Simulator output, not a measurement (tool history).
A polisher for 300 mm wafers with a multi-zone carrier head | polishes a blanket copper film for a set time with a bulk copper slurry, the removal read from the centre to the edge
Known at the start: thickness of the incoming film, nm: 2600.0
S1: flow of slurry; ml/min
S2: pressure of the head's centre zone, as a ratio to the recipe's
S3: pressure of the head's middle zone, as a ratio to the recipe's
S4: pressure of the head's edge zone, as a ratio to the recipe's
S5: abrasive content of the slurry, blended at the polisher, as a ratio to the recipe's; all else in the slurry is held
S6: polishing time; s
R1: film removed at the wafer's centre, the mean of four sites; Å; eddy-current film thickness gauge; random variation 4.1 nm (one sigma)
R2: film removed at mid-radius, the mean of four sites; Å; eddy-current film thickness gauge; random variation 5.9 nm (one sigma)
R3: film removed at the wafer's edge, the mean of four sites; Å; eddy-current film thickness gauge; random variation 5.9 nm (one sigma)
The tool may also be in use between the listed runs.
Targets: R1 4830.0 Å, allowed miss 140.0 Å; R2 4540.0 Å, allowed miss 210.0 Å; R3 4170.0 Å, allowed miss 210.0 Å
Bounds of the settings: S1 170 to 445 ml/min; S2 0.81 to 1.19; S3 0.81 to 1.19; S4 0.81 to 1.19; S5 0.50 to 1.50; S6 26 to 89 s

{"run": 1, "day": 0.0, "S1": 285, "S2": 1.0, "S3": 1.0, "S4": 1.0, "S5": 1.0, "S6": 57, "R1": 3361.7, "R2": 3363.6, "R3": 3367.9}
{"run": 2, "day": 0.162, "S1": 290, "S2": 1.04, "S3": 1.03, "S4": 1.02, "S5": 1.1, "S6": 58, "R1": 3575.3, "R2": 3451.3, "R3": 3559.0}
{"run": 3, "day": 0.529, "S1": 300, "S2": 1.06, "S3": 1.06, "S4": 0.99, "S5": 1.15, "S6": 60, "R1": 3854.2, "R2": 3693.4, "R3": 3562.4}
{"run": 4, "day": 0.596, "S1": 300, "S2": 1.06, "S3": 1.15, "S4": 0.99, "S5": 1.15, "S6": 60, "R1": 3807.3, "R2": 3895.1, "R3": 3632.7}
{"run": 5, "day": 0.883, "S1": 300, "S2": 1.06, "S3": 1.15, "S4": 1.05, "S5": 1.15, "S6": 60, "R1": 3831.5, "R2": 3908.9, "R3": 3698.0}
{"run": 6, "day": 1.158, "S1": 300, "S2": 1.06, "S3": 1.15, "S4": 1.05, "S5": 0.95, "S6": 60, "R1": 3724.3, "R2": 3795.1, "R3": 3513.8}
{"run": 7, "day": 1.283, "S1": 310, "S2": 1.08, "S3": 1.16, "S4": 1.04, "S5": 1.05, "S6": 62, "R1": 3942.9, "R2": 3946.7, "R3": 3767.7}
{"run": 8, "day": 1.462, "S1": 300, "S2": 1.1, "S3": 1.17, "S4": 1.01, "S5": 1.1, "S6": 64, "R1": 4248.8, "R2": 4238.9, "R3": 3880.3}
{"run": 9, "day": 1.596, "S1": 300, "S2": 1.11, "S3": 1.17, "S4": 1.01, "S5": 1.15, "S6": 64, "R1": 4185.0, "R2": 4116.8, "R3": 3971.9}
{"run": 10, "day": 1.629, "S1": 320, "S2": 1.12, "S3": 1.17, "S4": 0.98, "S5": 1.15, "S6": 65, "R1": 4446.7, "R2": 4397.6, "R3": 3944.4}
{"run": 11, "day": 1.667, "S1": 330, "S2": 1.13, "S3": 1.17, "S4": 0.99, "S5": 1.2, "S6": 65, "R1": 4498.1, "R2": 4360.0, "R3": 3980.5}
{"run": 12, "day": 1.867, "S1": 335, "S2": 1.14, "S3": 1.17, "S4": 0.99, "S5": 1.25, "S6": 65, "R1": 4570.8, "R2": 4488.1, "R3": 4035.2}

4 next moves are on the table. One of them brings every result within its allowed miss. Which?
{"run": "A", "day": 2.067, "S1": 370, "S2": 1.03, "S3": 1.16, "S4": 0.87, "S5": 1.4, "S6": 66, "R1": "?", "R2": "?", "R3": "?"}
{"run": "B", "day": 2.067, "S1": 355, "S2": 1.14, "S3": 1.14, "S4": 0.96, "S5": 1.3, "S6": 64, "R1": "?", "R2": "?", "R3": "?"}
{"run": "C", "day": 2.067, "S1": 345, "S2": 1.1, "S3": 1.13, "S4": 1.0, "S5": 1.25, "S6": 65, "R1": "?", "R2": "?", "R3": "?"}
{"run": "D", "day": 2.067, "S1": 285, "S2": 1.14, "S3": 1.15, "S4": 0.93, "S5": 1.25, "S6": 69, "R1": "?", "R2": "?", "R3": "?"}

move=A R1=4386.9 R2=4596.5 R3=3999.7
move=B R1=4627.2 R2=4327.1 R3=3991.3
move=C R1=4488.2 R2=4328.0 R3=4095.7
move=D R1=4860.2 R2=4578.8 R3=4152.8
A: further off than the last run
B: nearer than the last run, and not there yet
C: further off than the last run
D: meets every target
Answer: D

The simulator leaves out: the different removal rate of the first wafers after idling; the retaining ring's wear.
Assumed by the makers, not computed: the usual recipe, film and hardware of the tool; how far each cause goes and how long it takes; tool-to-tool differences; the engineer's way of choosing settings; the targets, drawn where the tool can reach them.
